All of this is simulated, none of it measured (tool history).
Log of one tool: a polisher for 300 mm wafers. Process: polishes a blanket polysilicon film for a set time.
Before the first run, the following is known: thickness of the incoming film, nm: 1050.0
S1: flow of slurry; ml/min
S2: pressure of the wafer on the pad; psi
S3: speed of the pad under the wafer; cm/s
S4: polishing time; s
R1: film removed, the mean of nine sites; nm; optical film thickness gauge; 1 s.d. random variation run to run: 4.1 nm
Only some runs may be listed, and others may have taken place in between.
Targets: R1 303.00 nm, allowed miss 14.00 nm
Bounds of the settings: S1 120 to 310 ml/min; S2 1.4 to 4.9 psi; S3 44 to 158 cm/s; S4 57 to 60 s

| run | hour | S1 | S2 | S3 | S4 | R1 |
|---|---|---|---|---|---|---|
| 1 | 0.0 | 200 | 3.1 | 100 | 57 | 449.19 |
| 2 | 1.9 | 200 | 2.9 | 100 | 57 | 428.40 |
| 3 | 7.0 | 200 | 3.3 | 100 | 57 | 480.87 |
| 4 | 8.2 | 200 | 3.0 | 100 | 57 | 444.13 |
| 5 | 14.5 | 200 | 2.8 | 100 | 57 | 412.14 |
| 6 | 15.8 | 230 | 2.8 | 100 | 57 | 438.60 |
| 7 | 22.2 | 220 | 2.7 | 100 | 57 | 406.57 |
| 8 | 23.9 | 165 | 2.0 | 98 | 57 | 285.42 |
| 9 | 30.2 | 170 | 2.0 | 98 | 57 | 282.48 |
| 10 | 34.9 | 175 | 2.0 | 98 | 57 | 293.32 |

Next run, 4 choices. One meets every target within its allowed miss, the rest don't. Which?
| A | 39.6 | 200 | 1.9 | 90 | 57 | ? |
| B | 39.6 | 200 | 1.9 | 104 | 57 | ? |
| C | 39.6 | 185 | 1.9 | 92 | 57 | ? |
| D | 39.6 | 165 | 1.8 | 104 | 59 | ? |

| move | R1 |
|---|---|
| A | 259.17 |
| B | 298.15 |
| C | 261.38 |
| D | 283.70 |
A: its largest miss is bigger than the last run's
B: every result within its allowed miss
C: its largest miss is bigger than the last run's
D: its largest miss is bigger than the last run's
B is the move that brings every result within its allowed miss.

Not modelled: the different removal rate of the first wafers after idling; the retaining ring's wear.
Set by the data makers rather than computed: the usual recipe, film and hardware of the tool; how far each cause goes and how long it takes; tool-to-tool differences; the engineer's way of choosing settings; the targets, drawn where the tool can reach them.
